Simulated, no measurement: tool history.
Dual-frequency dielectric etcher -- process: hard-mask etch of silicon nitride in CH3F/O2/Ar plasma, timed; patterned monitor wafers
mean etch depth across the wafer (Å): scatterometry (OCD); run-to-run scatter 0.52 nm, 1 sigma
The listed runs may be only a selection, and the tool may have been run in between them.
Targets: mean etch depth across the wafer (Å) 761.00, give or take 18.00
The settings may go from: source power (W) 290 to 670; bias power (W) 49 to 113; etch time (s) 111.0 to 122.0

| run | day | source power (W) | bias power (W) | etch time (s) | mean etch depth across the wafer (Å) |
|---|---|---|---|---|---|
| 1 | 0.000 | 480 | 81 | 122.0 | 835.98 |
| 2 | 0.346 | 460 | 80 | 122.0 | 820.23 |
| 3 | 0.596 | 460 | 75 | 122.0 | 807.02 |
| 4 | 0.771 | 500 | 75 | 122.0 | 832.74 |
| 5 | 1.079 | 500 | 75 | 122.0 | 831.20 |
| 6 | 1.188 | 480 | 74 | 122.0 | 805.02 |
| 7 | 1.317 | 470 | 74 | 122.0 | 801.00 |
| 8 | 1.383 | 460 | 74 | 122.0 | 791.69 |
| 9 | 1.662 | 460 | 74 | 122.0 | 789.67 |
| 10 | 2.004 | 450 | 74 | 122.0 | 782.92 |

5 next moves are on the table. One of them brings every result within its allowed miss. Which?
| A | 2.346 | 450 | 84 | 119.5 | ? |
| B | 2.346 | 470 | 80 | 118.5 | ? |
| C | 2.346 | 480 | 78 | 122.0 | ? |
| D | 2.346 | 460 | 71 | 120.5 | ? |
| E | 2.346 | 570 | 65 | 118.5 | ? |

| move | mean etch depth across the wafer (Å) |
|---|---|
| A | 802.92 |
| B | 798.26 |
| C | 822.32 |
| D | 767.02 |
| E | 810.48 |
A: moves away from the targets compared with the last run
B: moves away from the targets compared with the last run
C: moves away from the targets compared with the last run
D: every result lands within tolerance
E: moves away from the targets compared with the last run
The right move is D.

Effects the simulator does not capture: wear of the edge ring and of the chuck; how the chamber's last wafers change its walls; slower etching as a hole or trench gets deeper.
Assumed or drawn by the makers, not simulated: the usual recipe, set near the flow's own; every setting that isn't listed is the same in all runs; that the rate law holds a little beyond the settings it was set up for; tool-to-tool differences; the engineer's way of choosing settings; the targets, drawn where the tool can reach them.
